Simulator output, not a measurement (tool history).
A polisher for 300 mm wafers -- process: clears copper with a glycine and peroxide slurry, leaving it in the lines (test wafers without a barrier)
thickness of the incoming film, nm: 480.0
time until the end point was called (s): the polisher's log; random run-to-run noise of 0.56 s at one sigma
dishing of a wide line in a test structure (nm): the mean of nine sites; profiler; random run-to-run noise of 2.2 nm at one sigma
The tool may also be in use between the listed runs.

run	hour	flow of slurry (ml/min)	pressure of the wafer on the pad (kPa)	speed of the pad under the wafer (cm/s)	overpolish time after the end point (s)	time until the end point was called (s)	dishing of a wide line in a test structure (nm)
1	0.0	125	21.4	110	20	77.748	70.705
2	0.7	110	21.4	110	20	81.632	67.532
3	6.0	110	17.2	110	20	97.196	59.912
4	11.8	110	17.2	82	20	124.550	50.759
5	17.9	130	17.2	82	20	119.630	50.617
6	26.4	130	21.4	82	20	99.924	60.607
7	30.6	140	24.1	82	20	89.290	65.960
8	34.0	145	26.2	84	21	79.586	75.337
9	41.7	150	27.6	84	21	74.658	79.517
10	44.5	155	29.0	84	21	72.422	81.338
11	45.5	155	30.3	86	21	68.715	82.934
12	49.0	160	31.0	88	22	65.419	91.075
13	53.8	160	31.0	88	22	65.680	90.946
14	56.3	160	31.7	90	22	62.704	92.932
15	62.6	160	32.4	90	22	61.175	92.964
16	65.3	165	32.4	90	22	62.195	93.081

Expected results for the next run?
17	70.8	165	32.4	92	22	?	?

Run 17 produced time until the end point was called (s) 59.955, dishing of a wide line in a test structure (nm) 92.116.
